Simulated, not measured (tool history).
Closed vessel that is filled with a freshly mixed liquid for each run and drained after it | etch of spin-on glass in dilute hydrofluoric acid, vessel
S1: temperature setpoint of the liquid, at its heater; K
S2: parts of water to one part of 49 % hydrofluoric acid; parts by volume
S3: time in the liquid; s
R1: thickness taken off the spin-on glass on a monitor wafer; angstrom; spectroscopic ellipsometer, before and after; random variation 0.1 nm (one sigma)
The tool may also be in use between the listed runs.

Run 1, day 0: S1 298.15 K, S2 260 parts by volume, S3 190 s. Result: R1 272.98 angstrom.
Run 2, day 0.346: S1 294.65 K, S2 260 parts by volume, S3 190 s. Result: R1 242.72 angstrom.
Run 3, day 0.662: S1 295.65 K, S2 260 parts by volume, S3 190 s. Result: R1 251.2 angstrom.
Run 4, day 0.958: S1 295.65 K, S2 350 parts by volume, S3 190 s. Result: R1 171.48 angstrom.
Run 5, day 1.317: S1 297.65 K, S2 340 parts by volume, S3 190 s. Result: R1 191.8 angstrom.
Run 6, day 1.7: S1 297.65 K, S2 290 parts by volume, S3 190 s. Result: R1 235.39 angstrom.
Run 7, day 1.954: S1 299.15 K, S2 290 parts by volume, S3 190 s. Result: R1 247.7 angstrom.
Run 8, day 2.312: S1 300.15 K, S2 290 parts by volume, S3 190 s. Result: R1 255.3 angstrom.
Run 9, day 2.538: S1 301.15 K, S2 290 parts by volume, S3 190 s. Result: R1 263.03 angstrom.
Run 10, day 2.575: S1 302.15 K, S2 290 parts by volume, S3 190 s. Result: R1 273.64 angstrom.
Run 11, day 2.733: S1 302.65 K, S2 290 parts by volume, S3 190 s. Result: R1 276.62 angstrom.
Run 12, day 2.917: S1 303.15 K, S2 290 parts by volume, S3 190 s. Result: R1 281.8 angstrom.
Run 13, day 3.2: S1 303.65 K, S2 290 parts by volume, S3 190 s. Result: R1 286.63 angstrom.

The next listed run, before its measurement:
Run 14, day 3.246: S1 303.65 K, S2 290 parts by volume, S3 190 s. Result: R1 ?.

{"run 14": {"R1": 285.43}}
